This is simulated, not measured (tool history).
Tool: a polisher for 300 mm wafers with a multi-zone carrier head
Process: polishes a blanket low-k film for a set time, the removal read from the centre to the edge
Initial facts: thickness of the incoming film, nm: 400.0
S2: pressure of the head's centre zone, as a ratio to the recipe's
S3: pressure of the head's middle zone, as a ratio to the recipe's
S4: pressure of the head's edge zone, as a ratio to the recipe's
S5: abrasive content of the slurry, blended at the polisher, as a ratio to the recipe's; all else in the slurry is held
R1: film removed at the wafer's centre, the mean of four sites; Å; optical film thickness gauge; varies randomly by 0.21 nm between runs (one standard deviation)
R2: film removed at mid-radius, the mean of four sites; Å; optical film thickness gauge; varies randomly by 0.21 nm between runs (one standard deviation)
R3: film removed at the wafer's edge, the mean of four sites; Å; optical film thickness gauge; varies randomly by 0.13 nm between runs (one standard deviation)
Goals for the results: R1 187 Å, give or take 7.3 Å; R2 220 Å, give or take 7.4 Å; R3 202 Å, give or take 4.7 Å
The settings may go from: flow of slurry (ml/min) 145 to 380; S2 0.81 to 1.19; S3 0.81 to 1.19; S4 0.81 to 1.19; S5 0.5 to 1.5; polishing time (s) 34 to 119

Run 1, day 0: flow of slurry (ml/min) 245, S2 1, S3 1, S4 1, S5 1, polishing time (s) 76. Result: R1 267.98 Å, R2 267.69 Å, R3 261.08 Å.
Run 2, day 0.108: flow of slurry (ml/min) 245, S2 1.06, S3 1, S4 1, S5 1, polishing time (s) 76. Result: R1 280.77 Å, R2 263.97 Å, R3 259.09 Å.
Run 3, day 0.442: flow of slurry (ml/min) 245, S2 1.06, S3 1, S4 1, S5 1, polishing time (s) 94. Result: R1 345.82 Å, R2 327.35 Å, R3 320.59 Å.
Run 4, day 0.675: flow of slurry (ml/min) 245, S2 1, S3 1, S4 1, S5 1, polishing time (s) 94. Result: R1 326.32 Å, R2 324.02 Å, R3 318.28 Å.
Run 5, day 1.046: flow of slurry (ml/min) 235, S2 0.96, S3 1, S4 0.97, S5 0.9, polishing time (s) 92. Result: R1 285.79 Å, R2 293.18 Å, R3 288.28 Å.
Run 6, day 1.088: flow of slurry (ml/min) 285, S2 0.96, S3 1, S4 0.97, S5 0.9, polishing time (s) 92. Result: R1 290.23 Å, R2 302.51 Å, R3 297.28 Å.
Run 7, day 1.271: flow of slurry (ml/min) 270, S2 0.94, S3 1.01, S4 0.94, S5 0.8, polishing time (s) 91. Result: R1 260.85 Å, R2 281.4 Å, R3 266.09 Å.
Run 8, day 1.346: flow of slurry (ml/min) 260, S2 0.92, S3 1, S4 0.91, S5 0.75, polishing time (s) 91. Result: R1 247.32 Å, R2 268.76 Å, R3 248.35 Å.
Run 9, day 1.479: flow of slurry (ml/min) 190, S2 0.82, S3 0.96, S4 0.89, S5 0.5, polishing time (s) 90. Result: R1 145.01 Å, R2 175.93 Å, R3 166.49 Å.
Run 10, day 1.612: flow of slurry (ml/min) 220, S2 0.82, S3 0.96, S4 0.89, S5 0.5, polishing time (s) 90. Result: R1 147.85 Å, R2 172.62 Å, R3 167.72 Å.
Run 11, day 1.875: flow of slurry (ml/min) 225, S2 0.84, S3 0.99, S4 0.91, S5 0.5, polishing time (s) 89. Result: R1 149.18 Å, R2 178.51 Å, R3 167.74 Å.
Run 12, day 2.196: flow of slurry (ml/min) 240, S2 0.85, S3 1.01, S4 0.93, S5 0.5, polishing time (s) 89. Result: R1 154.62 Å, R2 183.99 Å, R3 170.8 Å.
Run 13, day 2.283: flow of slurry (ml/min) 240, S2 0.85, S3 1.01, S4 0.93, S5 0.5, polishing time (s) 89. Result: R1 157.5 Å, R2 182.42 Å, R3 172.12 Å.
Run 14, day 2.612: flow of slurry (ml/min) 250, S2 0.85, S3 1.02, S4 0.93, S5 0.55, polishing time (s) 89. Result: R1 170.28 Å, R2 202.25 Å, R3 191.56 Å.
Run 15, day 2.721: flow of slurry (ml/min) 260, S2 0.85, S3 1.02, S4 0.93, S5 0.55, polishing time (s) 89. Result: R1 173.76 Å, R2 209.99 Å, R3 187.73 Å.

Which one of the following 5 next-run settings gets every result inside its allowed miss? There is exactly one.
Run A, day 2.829: flow of slurry (ml/min) 225, S2 0.89, S3 1.05, S4 0.95, S5 0.7, polishing time (s) 78. Result: R1 ?, R2 ?, R3 ?.
Run B, day 2.829: flow of slurry (ml/min) 150, S2 0.83, S3 1.05, S4 1.09, S5 0.6, polishing time (s) 90. Result: R1 ?, R2 ?, R3 ?.
Run C, day 2.829: flow of slurry (ml/min) 215, S2 0.82, S3 0.92, S4 0.95, S5 0.6, polishing time (s) 92. Result: R1 ?, R2 ?, R3 ?.
Run D, day 2.829: flow of slurry (ml/min) 310, S2 0.92, S3 1.06, S4 0.88, S5 0.5, polishing time (s) 93. Result: R1 ?, R2 ?, R3 ?.
Run E, day 2.829: flow of slurry (ml/min) 155, S2 0.82, S3 0.89, S4 0.96, S5 0.7, polishing time (s) 84. Result: R1 ?, R2 ?, R3 ?.

move      R1      R2      R3
   A  190.38  220.05  204.88
   B  168.52  210.54   211.7
   C  180.87  203.91  212.42
   D  180.24  202.31  179.47
   E  177.26  195.68  213.25
A: hits every target within its allowed miss
B: moves the result that the last run missed by most past its target, out the other side
C: moves the result that the last run missed by most past its target, out the other side
D: the biggest miss grows against the last run
E: moves the result that the last run missed by most past its target, out the other side
Move A is the one to make.
